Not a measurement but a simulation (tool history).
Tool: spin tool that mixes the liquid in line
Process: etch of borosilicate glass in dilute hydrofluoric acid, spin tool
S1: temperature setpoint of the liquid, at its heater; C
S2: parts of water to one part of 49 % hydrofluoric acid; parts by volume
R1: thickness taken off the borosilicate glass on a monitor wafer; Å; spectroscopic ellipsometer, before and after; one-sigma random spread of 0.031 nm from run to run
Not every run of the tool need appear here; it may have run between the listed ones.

run 1 day=0 | S1=23 S2=175 time_under_the_liquid_(s)=55 | R1=72.135
run 2 day=0.025 | S1=23 S2=230 time_under_the_liquid_(s)=55 | R1=51.564
run 3 day=0.342 | S1=21 S2=240 time_under_the_liquid_(s)=55 | R1=45.644
run 4 day=0.583 | S1=20 S2=250 time_under_the_liquid_(s)=55 | R1=41.363
run 5 day=0.846 | S1=20 S2=220 time_under_the_liquid_(s)=55 | R1=48.794
run 6 day=0.933 | S1=20 S2=220 time_under_the_liquid_(s)=60 | R1=52.816

Forecast run 7:
run 7 day=1.267 | S1=19 S2=235 time_under_the_liquid_(s)=60 | R1=?

R1: 47.628 Å
